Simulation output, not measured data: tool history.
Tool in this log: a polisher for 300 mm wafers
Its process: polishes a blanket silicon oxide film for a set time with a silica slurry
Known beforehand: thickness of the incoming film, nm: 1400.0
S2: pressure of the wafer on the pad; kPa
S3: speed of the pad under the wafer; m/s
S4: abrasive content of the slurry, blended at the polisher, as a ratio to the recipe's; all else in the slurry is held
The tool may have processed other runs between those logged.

run 1 day=0.000 | flow_of_slurry_(ml/min)=245 S2=31.0 S3=1.44 S4=1.0 polishing_time_(s)=19 | film_removed_(angstrom)=701.77
run 2 day=0.171 | flow_of_slurry_(ml/min)=245 S2=29.0 S3=1.40 S4=1.0 polishing_time_(s)=19 | film_removed_(angstrom)=652.67
run 3 day=0.254 | flow_of_slurry_(ml/min)=290 S2=29.0 S3=1.40 S4=1.0 polishing_time_(s)=19 | film_removed_(angstrom)=662.60
run 4 day=0.612 | flow_of_slurry_(ml/min)=290 S2=29.0 S3=1.70 S4=1.0 polishing_time_(s)=19 | film_removed_(angstrom)=768.66
run 5 day=0.846 | flow_of_slurry_(ml/min)=290 S2=26.9 S3=1.60 S4=1.0 polishing_time_(s)=19 | film_removed_(angstrom)=677.04
run 6 day=0.975 | flow_of_slurry_(ml/min)=240 S2=26.9 S3=1.60 S4=1.0 polishing_time_(s)=19 | film_removed_(angstrom)=682.61
run 7 day=1.267 | flow_of_slurry_(ml/min)=240 S2=25.5 S3=1.52 S4=1.0 polishing_time_(s)=19 | film_removed_(angstrom)=607.32
run 8 day=1.508 | flow_of_slurry_(ml/min)=240 S2=24.1 S3=1.48 S4=1.0 polishing_time_(s)=19 | film_removed_(angstrom)=567.98
run 9 day=1.775 | flow_of_slurry_(ml/min)=240 S2=22.8 S3=1.44 S4=1.0 polishing_time_(s)=19 | film_removed_(angstrom)=525.26
run 10 day=2.138 | flow_of_slurry_(ml/min)=240 S2=21.4 S3=1.40 S4=1.0 polishing_time_(s)=19 | film_removed_(angstrom)=485.77

What will run 11 give?
run 11 day=2.342 | flow_of_slurry_(ml/min)=240 S2=20.7 S3=1.38 S4=1.0 polishing_time_(s)=19 | film_removed_(angstrom)=?

Run 11 came out at film removed (angstrom) 458.35.

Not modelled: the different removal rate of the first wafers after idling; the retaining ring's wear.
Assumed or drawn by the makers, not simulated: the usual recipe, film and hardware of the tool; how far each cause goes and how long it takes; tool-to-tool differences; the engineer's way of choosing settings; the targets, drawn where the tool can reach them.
